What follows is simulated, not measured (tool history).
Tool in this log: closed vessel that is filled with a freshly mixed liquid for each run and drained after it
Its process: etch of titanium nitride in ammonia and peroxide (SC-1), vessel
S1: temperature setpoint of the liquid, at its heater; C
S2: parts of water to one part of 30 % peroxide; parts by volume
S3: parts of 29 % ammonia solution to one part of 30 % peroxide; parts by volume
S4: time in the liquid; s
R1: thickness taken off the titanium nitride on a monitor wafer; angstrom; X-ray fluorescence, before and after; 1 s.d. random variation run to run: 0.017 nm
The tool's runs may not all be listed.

run    day  S1    S2    S3  S4      R1
  1      0  51  11.5   0.8  65  45.418
  2  0.242  51   9.5   0.8  65  49.858
  3  0.417  51   9.5  0.55  65  46.469
  4  0.642  44   9.5  0.55  65  28.339
  5   0.95  50   9.5  0.55  65  43.418
  6  1.033  50   9.5   0.8  65  46.042
  7  1.158  49   9.5   0.8  65  43.266
  8  1.383  48   9.5   0.8  65  40.384

Run 9 has not been measured yet. What should we expect?
  9  1.467  47.5  9.5  0.8  65   ?

Run 9 came out at R1 38.554 angstrom.

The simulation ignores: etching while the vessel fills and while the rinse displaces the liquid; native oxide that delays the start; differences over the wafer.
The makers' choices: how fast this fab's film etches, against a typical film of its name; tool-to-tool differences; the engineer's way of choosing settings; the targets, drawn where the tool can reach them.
